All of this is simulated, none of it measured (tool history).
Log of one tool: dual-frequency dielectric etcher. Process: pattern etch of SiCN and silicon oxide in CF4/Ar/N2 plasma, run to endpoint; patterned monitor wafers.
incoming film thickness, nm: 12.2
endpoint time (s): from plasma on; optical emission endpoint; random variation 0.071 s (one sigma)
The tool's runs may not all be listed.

run,day,source power (kW),bias power (kW),Ar flow (sccm),CF4 flow (sccm),endpoint time (s)
1,0,0.35,0.089,94,79,14.436
2,0.058,0.35,0.089,85,79,14.338
3,0.183,0.35,0.089,98,79,14.49
4,0.312,0.37,0.089,98,79,14.03
5,0.562,0.36,0.089,98,79,14.343
6,0.871,0.35,0.089,98,79,14.475

Run 7 comes next. What will it give?
7,1.175,0.34,0.089,98,79,?

endpoint time (s): 14.84
